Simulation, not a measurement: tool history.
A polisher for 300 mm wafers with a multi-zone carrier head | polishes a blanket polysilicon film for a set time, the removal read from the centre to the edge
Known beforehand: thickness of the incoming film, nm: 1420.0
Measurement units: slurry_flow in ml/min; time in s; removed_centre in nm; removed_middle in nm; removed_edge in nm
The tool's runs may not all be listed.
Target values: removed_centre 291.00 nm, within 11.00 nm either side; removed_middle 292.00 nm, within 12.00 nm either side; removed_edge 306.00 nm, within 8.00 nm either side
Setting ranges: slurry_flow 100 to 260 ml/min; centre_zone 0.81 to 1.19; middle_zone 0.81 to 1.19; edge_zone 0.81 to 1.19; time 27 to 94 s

run,day,slurry_flow,centre_zone,middle_zone,edge_zone,time,removed_centre,removed_middle,removed_edge
1,0.000,165,1.00,1.00,1.00,60,442.96,458.07,445.43
2,0.233,155,0.98,0.97,0.97,56,403.61,412.47,408.92
3,0.317,155,1.04,0.97,0.97,56,434.60,407.68,411.46
4,0.496,150,1.01,0.95,0.95,53,397.75,374.43,381.76
5,0.533,145,0.98,0.93,0.93,51,369.31,358.68,365.08
6,0.700,145,0.94,0.93,0.93,51,359.25,353.31,362.50
7,0.858,140,0.92,0.92,0.91,50,330.65,339.21,354.48
8,0.908,140,0.92,0.92,0.89,48,320.23,331.09,334.79
9,1.071,135,0.91,0.91,0.88,48,311.10,323.67,330.24
10,1.304,130,0.91,0.90,0.87,48,312.74,319.83,328.69
11,1.425,125,0.91,0.89,0.86,48,313.33,318.74,325.86
12,1.771,125,0.90,0.88,0.85,48,307.65,306.42,327.50
13,1.950,125,0.90,0.88,0.85,48,305.63,310.83,326.56
14,2.154,125,0.90,0.88,0.84,47,303.67,299.97,318.32
15,2.329,120,0.90,0.88,0.83,47,305.88,300.73,314.68
16,2.633,120,0.89,0.88,0.83,47,291.11,293.60,315.84
17,2.762,120,0.89,0.89,0.83,47,299.16,304.05,313.90

Below are 4 possible settings for the next run. Only one of them brings all results inside the allowed miss of their targets. Which is it?
A,2.892,125,0.82,0.84,0.86,50,?,?,?
B,2.892,160,0.95,0.87,0.82,45,?,?,?
C,2.892,115,0.92,0.88,0.81,48,?,?,?
D,2.892,170,0.93,0.92,0.97,41,?,?,?

move,removed_centre,removed_middle,removed_edge
A,293.77,316.24,340.27
B,321.36,305.00,309.72
C,311.32,310.49,315.94
D,289.63,293.70,302.69
A: misses by more than the last run did
B: misses by more than the last run did
C: misses by more than the last run did
D: all results in spec
Correct choice: D, which meets every target
